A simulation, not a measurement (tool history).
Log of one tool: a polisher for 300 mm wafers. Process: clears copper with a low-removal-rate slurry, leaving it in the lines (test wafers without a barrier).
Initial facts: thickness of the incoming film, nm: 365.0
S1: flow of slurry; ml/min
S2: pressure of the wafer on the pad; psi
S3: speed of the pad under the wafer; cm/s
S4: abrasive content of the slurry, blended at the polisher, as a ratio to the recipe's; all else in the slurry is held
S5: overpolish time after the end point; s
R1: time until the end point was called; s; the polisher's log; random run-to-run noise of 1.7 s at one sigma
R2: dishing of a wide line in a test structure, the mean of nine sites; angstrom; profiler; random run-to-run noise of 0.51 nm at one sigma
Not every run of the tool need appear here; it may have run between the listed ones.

Run 1, hour 0: S1 165 ml/min, S2 3 psi, S3 118 cm/s, S4 1, S5 27 s. Result: R1 129.2 s, R2 495.01 angstrom.
Run 2, hour 3.1: S1 190 ml/min, S2 3 psi, S3 118 cm/s, S4 1, S5 27 s. Result: R1 123.2 s, R2 538.12 angstrom.
Run 3, hour 7.3: S1 190 ml/min, S2 3 psi, S3 118 cm/s, S4 1, S5 19 s. Result: R1 118.35 s, R2 380.62 angstrom.
Run 4, hour 12: S1 190 ml/min, S2 2.5 psi, S3 118 cm/s, S4 1, S5 19 s. Result: R1 144.55 s, R2 326.9 angstrom.
Run 5, hour 14.5: S1 190 ml/min, S2 2.5 psi, S3 118 cm/s, S4 1, S5 26 s. Result: R1 148.61 s, R2 445.78 angstrom.
Run 6, hour 21: S1 200 ml/min, S2 2.7 psi, S3 118 cm/s, S4 1, S5 22 s. Result: R1 136.44 s, R2 399.93 angstrom.
Run 7, hour 21.8: S1 200 ml/min, S2 2.9 psi, S3 118 cm/s, S4 1, S5 19 s. Result: R1 124.22 s, R2 373.75 angstrom.

Run 8 is up next; what results do you expect?
Run 8, hour 25.6: S1 200 ml/min, S2 3 psi, S3 118 cm/s, S4 1, S5 17 s. Result: R1 ?, R2 ?.

Run 8 yielded R1 117.56 s, R2 351.08 angstrom.

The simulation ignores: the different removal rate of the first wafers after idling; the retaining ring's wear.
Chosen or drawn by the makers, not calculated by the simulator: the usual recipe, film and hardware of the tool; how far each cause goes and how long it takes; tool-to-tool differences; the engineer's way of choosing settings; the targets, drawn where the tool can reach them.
